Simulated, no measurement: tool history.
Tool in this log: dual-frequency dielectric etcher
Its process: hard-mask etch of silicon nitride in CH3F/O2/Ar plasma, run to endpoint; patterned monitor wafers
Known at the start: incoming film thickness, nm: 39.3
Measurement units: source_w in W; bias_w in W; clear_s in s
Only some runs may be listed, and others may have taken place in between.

run  hour  source_w  bias_w  clear_s
  1     0       420      54   64.058
  2   2.8       400      53   65.329
  3   5.3       450      53   62.734
  4  12.2       450      44   64.409
  5  17.2       430      43   66.241
  6  23.4       420      42   66.089

What does the tool deliver on the next run?
  7  24.5       400      41        ?

clear_s: 68.523 s

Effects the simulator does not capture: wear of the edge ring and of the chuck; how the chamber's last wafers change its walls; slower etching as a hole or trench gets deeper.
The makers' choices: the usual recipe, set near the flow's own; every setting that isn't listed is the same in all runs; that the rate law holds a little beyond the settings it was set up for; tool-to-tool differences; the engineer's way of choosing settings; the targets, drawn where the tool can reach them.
